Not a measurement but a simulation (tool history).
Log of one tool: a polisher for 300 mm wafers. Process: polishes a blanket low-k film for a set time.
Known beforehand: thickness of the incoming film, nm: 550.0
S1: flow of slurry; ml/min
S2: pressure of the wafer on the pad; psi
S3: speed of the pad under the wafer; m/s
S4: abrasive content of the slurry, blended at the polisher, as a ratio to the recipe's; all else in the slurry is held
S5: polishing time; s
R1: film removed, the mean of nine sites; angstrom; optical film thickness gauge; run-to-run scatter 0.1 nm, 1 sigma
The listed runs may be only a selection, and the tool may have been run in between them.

{"run": 1, "day": 0.0, "S1": 290, "S2": 1.3, "S3": 0.76, "S4": 1, "S5": 40, "R1": 105.04}
{"run": 2, "day": 0.35, "S1": 290, "S2": 1.4, "S3": 0.76, "S4": 1, "S5": 40, "R1": 112.28}
{"run": 3, "day": 0.521, "S1": 300, "S2": 1.6, "S3": 0.76, "S4": 1, "S5": 40, "R1": 127.97}
{"run": 4, "day": 0.554, "S1": 300, "S2": 1.6, "S3": 0.58, "S4": 1, "S5": 40, "R1": 107.76}
{"run": 5, "day": 0.804, "S1": 300, "S2": 1.6, "S3": 0.48, "S4": 1, "S5": 40, "R1": 96.419}
{"run": 6, "day": 1.142, "S1": 300, "S2": 1.6, "S3": 0.48, "S4": 0.8, "S5": 40, "R1": 86.12}
{"run": 7, "day": 1.479, "S1": 300, "S2": 1.6, "S3": 0.48, "S4": 0.8, "S5": 40, "R1": 85.406}
{"run": 8, "day": 1.738, "S1": 300, "S2": 1.7, "S3": 0.5, "S4": 0.8, "S5": 40, "R1": 93.918}
{"run": 9, "day": 1.8, "S1": 300, "S2": 1.7, "S3": 0.52, "S4": 0.8, "S5": 40, "R1": 95.524}
{"run": 10, "day": 1.942, "S1": 320, "S2": 2.1, "S3": 0.7, "S4": 0.8, "S5": 40, "R1": 141.69}

What will run 11 give?
{"run": 11, "day": 2.283, "S1": 320, "S2": 2.1, "S3": 0.74, "S4": 0.8, "S5": 40, "R1": "?"}

R1: 148.39 angstrom
